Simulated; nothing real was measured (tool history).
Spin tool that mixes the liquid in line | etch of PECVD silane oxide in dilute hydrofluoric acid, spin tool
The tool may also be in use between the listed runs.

run  hour  temperature setpoint of the liquid (C)  parts of water to one part of 49 % hydrofluoric acid (parts by volume)  time under the liquid (s)  thickness taken off the PECVD silane oxide on a monitor wafer (nm)
  1     0                                      25                                                                     185                         85                                                              7.9356
  2   3.7                                    27.5                                                                     165                         85                                                              9.9824
  3   9.4                                    27.5                                                                     165                         85                                                              9.9709
  4  11.6                                    27.5                                                                     110                         85                                                              15.941
  5  18.6                                      30                                                                     110                         85                                                              17.546
  6  19.9                                      29                                                                     110                         85                                                              16.918
  7    21                                    28.5                                                                     110                         85                                                              16.499

Run 8 comes next. What will it give?
  8  23.5                                      28                                                                     110                         85                                                                   ?

thickness taken off the PECVD silane oxide on a monitor wafer (nm): 16.48

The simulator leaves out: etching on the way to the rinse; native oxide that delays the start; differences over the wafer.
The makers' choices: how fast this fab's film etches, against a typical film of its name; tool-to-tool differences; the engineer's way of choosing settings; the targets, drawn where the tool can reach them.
